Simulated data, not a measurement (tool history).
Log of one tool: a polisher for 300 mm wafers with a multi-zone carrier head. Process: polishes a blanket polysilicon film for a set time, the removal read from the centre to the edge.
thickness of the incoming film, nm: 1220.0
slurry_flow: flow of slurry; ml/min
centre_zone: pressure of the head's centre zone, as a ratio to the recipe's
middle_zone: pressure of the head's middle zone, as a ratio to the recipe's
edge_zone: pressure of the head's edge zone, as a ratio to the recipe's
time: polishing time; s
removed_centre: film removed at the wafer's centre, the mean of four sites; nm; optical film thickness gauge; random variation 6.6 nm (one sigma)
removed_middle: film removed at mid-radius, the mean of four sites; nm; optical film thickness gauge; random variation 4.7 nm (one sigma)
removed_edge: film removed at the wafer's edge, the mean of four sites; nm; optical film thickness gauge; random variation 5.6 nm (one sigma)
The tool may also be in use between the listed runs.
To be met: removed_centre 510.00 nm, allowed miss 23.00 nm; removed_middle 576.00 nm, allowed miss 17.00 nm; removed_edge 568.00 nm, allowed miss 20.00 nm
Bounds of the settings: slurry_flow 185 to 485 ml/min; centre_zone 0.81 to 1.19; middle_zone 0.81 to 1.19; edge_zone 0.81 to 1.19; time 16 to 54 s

| run | hour | slurry_flow | centre_zone | middle_zone | edge_zone | time | removed_centre | removed_middle | removed_edge |
|---|---|---|---|---|---|---|---|---|---|
| 1 | 0.0 | 310 | 1.00 | 1.00 | 1.00 | 35 | 382.91 | 396.86 | 399.84 |
| 2 | 4.1 | 315 | 1.00 | 1.03 | 1.03 | 37 | 412.27 | 433.77 | 432.51 |
| 3 | 10.9 | 320 | 1.00 | 1.05 | 1.06 | 39 | 426.57 | 456.75 | 455.31 |
| 4 | 12.3 | 320 | 1.00 | 1.05 | 1.06 | 44 | 471.77 | 515.99 | 519.03 |
| 5 | 17.1 | 320 | 1.00 | 1.05 | 1.06 | 38 | 424.32 | 438.48 | 447.59 |
| 6 | 18.1 | 320 | 1.00 | 1.05 | 1.10 | 38 | 417.45 | 449.81 | 460.68 |
| 7 | 26.0 | 325 | 1.01 | 1.07 | 1.12 | 40 | 436.79 | 477.77 | 491.13 |
| 8 | 33.3 | 330 | 1.02 | 1.09 | 1.13 | 41 | 474.66 | 509.82 | 504.53 |
| 9 | 34.3 | 335 | 1.02 | 1.10 | 1.14 | 42 | 478.40 | 517.50 | 519.77 |
| 10 | 38.0 | 335 | 1.02 | 1.11 | 1.15 | 43 | 479.24 | 527.59 | 539.09 |
|  | 43.1 | edge zone pressure recalibrated |
| 11 | 43.1 | 340 | 1.02 | 1.13 | 1.16 | 43 | 479.18 | 539.09 | 513.99 |
| 12 | 51.7 | 340 | 1.02 | 1.13 | 1.17 | 44 | 502.56 | 558.84 | 518.27 |

Which of these 4 next moves meets every target?
| A | 60.3 | 315 | 1.03 | 1.10 | 1.19 | 43 | ? | ? | ? |
| B | 60.3 | 330 | 1.00 | 1.09 | 1.19 | 47 | ? | ? | ? |
| C | 60.3 | 325 | 1.04 | 1.08 | 1.13 | 45 | ? | ? | ? |
| D | 60.3 | 360 | 1.07 | 1.13 | 1.15 | 42 | ? | ? | ? |

| move | removed_centre | removed_middle | removed_edge |
|---|---|---|---|
| A | 486.57 | 533.71 | 515.26 |
| B | 518.81 | 581.58 | 565.26 |
| C | 515.87 | 551.57 | 526.34 |
| D | 500.82 | 540.14 | 499.00 |
A: further off than the last run
B: meets every target
C: nearer than the last run, and not there yet
D: further off than the last run
Answer: B
